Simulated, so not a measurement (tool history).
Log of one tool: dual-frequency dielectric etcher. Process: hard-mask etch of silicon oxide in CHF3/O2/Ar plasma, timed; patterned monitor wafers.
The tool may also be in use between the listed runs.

run	day	source power (kW)	bias power (kW)	etch time (s)	mean etch depth across the wafer (angstrom)
1	0.000	0.480	0.158	29.0	486.84
2	0.338	0.540	0.158	29.0	517.20
3	0.708	0.460	0.158	29.0	478.76
4	0.817	0.420	0.158	29.0	451.23
5	0.933	0.470	0.158	29.0	479.78
6	1.050	0.470	0.158	30.0	496.66
7	1.179	0.410	0.136	29.5	417.64

Forecast run 8:
8	1.233	0.410	0.136	29.5	?

mean etch depth across the wafer (angstrom): 422.68

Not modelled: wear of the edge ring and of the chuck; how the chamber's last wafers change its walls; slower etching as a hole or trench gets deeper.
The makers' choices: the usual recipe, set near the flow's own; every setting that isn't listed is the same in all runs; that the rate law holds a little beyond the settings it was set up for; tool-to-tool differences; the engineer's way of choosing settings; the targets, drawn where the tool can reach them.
